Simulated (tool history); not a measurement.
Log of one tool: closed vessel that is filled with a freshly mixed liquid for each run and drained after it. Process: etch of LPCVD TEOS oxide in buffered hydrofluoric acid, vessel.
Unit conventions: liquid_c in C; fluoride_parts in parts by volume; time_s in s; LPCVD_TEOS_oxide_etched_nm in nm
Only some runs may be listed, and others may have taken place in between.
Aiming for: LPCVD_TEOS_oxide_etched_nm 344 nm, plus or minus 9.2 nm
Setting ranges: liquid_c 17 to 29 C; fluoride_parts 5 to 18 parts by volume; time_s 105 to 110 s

run	hour	liquid_c	fluoride_parts	time_s	LPCVD_TEOS_oxide_etched_nm
1	0	21	11	105	222.13
2	4.5	22	11	105	233.33
3	6.3	22	14	105	182.52
4	7.2	23	13.5	105	200.25
5	12.6	23.5	13	105	214.07
6	15.7	20	13	105	177.88
7	21.4	21	12.5	105	190.79
8	26.1	22	12.5	105	200.81
9	32.3	23	12	105	224.9
10	36	23	12	105	225.42
11	39.6	23.5	12	105	232.15
12	41.4	24	12	105	237.08
13	47.2	24.5	12	105	244.81
14	52.8	25	12	105	250.4
15	59.2	25.5	12	105	256.89
16	63.1	29	10.5	105	360.02

Pick the move, out of 5, that brings all results within their allowed miss; only one does.
A	67	26.5	8	105	?
B	67	27.5	10.5	105	?
C	67	29	10	110	?
D	67	27	9.5	105	?
E	67	26	10.5	110	?

move	LPCVD_TEOS_oxide_etched_nm
A	398.77
B	330.47
C	393.08
D	348.46
E	319.48
A: moves away from the targets compared with the last run
B: moves the result that the last run missed by most past its target, out the other side
C: moves away from the targets compared with the last run
D: hits every target within its allowed miss
E: moves the result that the last run missed by most past its target, out the other side
The right move is D.

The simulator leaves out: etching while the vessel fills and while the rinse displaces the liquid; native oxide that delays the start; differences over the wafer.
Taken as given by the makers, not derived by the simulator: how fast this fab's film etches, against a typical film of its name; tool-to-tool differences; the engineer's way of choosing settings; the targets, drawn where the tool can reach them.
